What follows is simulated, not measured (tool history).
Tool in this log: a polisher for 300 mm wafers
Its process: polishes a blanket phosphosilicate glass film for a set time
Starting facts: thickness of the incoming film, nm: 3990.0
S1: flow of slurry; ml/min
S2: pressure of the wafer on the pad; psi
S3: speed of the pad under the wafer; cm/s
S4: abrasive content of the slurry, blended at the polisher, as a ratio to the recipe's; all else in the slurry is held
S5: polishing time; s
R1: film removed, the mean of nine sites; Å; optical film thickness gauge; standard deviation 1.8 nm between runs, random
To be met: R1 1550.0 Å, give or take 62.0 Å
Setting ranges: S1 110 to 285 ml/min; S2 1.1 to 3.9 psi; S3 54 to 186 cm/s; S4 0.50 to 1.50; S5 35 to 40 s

Run 1, hour 0.0: S1 180 ml/min, S2 2.5 psi, S3 118 cm/s, S4 1.00, S5 40 s. Result: R1 2804.0 Å.
Run 2, hour 8.1: S1 180 ml/min, S2 2.5 psi, S3 118 cm/s, S4 1.00, S5 35 s. Result: R1 2442.6 Å.
Run 3, hour 8.7: S1 225 ml/min, S2 2.5 psi, S3 118 cm/s, S4 1.00, S5 35 s. Result: R1 2514.2 Å.
Run 4, hour 15.8: S1 225 ml/min, S2 2.5 psi, S3 118 cm/s, S4 1.00, S5 35 s. Result: R1 2492.7 Å.
Run 5, hour 21.2: S1 225 ml/min, S2 2.5 psi, S3 118 cm/s, S4 1.05, S5 35 s. Result: R1 2586.0 Å.
Run 6, hour 28.1: S1 225 ml/min, S2 2.5 psi, S3 100 cm/s, S4 1.05, S5 35 s. Result: R1 2431.9 Å.
Run 7, hour 32.2: S1 225 ml/min, S2 2.1 psi, S3 98 cm/s, S4 1.05, S5 35 s. Result: R1 2125.8 Å.
Run 8, hour 37.1: S1 225 ml/min, S2 1.8 psi, S3 96 cm/s, S4 1.05, S5 35 s. Result: R1 1941.0 Å.
Run 9, hour 39.7: S1 215 ml/min, S2 1.1 psi, S3 92 cm/s, S4 1.05, S5 35 s. Result: R1 1441.4 Å.

5 candidate next runs follow, results not yet known. Just one meets every target within its allowed miss. Identify it.
Run A, hour 42.3: S1 205 ml/min, S2 1.1 psi, S3 90 cm/s, S4 1.05, S5 35 s. Result: R1 ?.
Run B, hour 42.3: S1 150 ml/min, S2 2.0 psi, S3 62 cm/s, S4 1.10, S5 36 s. Result: R1 ?.
Run C, hour 42.3: S1 195 ml/min, S2 1.6 psi, S3 100 cm/s, S4 0.90, S5 35 s. Result: R1 ?.
Run D, hour 42.3: S1 200 ml/min, S2 1.1 psi, S3 112 cm/s, S4 1.00, S5 35 s. Result: R1 ?.
Run E, hour 42.3: S1 215 ml/min, S2 1.3 psi, S3 58 cm/s, S4 0.95, S5 39 s. Result: R1 ?.

move      R1
   A  1409.2
   B  1694.4
   C  1673.6
   D  1526.2
   E  1375.2
A: further off than the last run
B: carries the result that was furthest off beyond its target, to the other side
C: carries the result that was furthest off beyond its target, to the other side
D: each result inside its tolerance
E: further off than the last run
So the answer is move D, the one that meets all the targets.
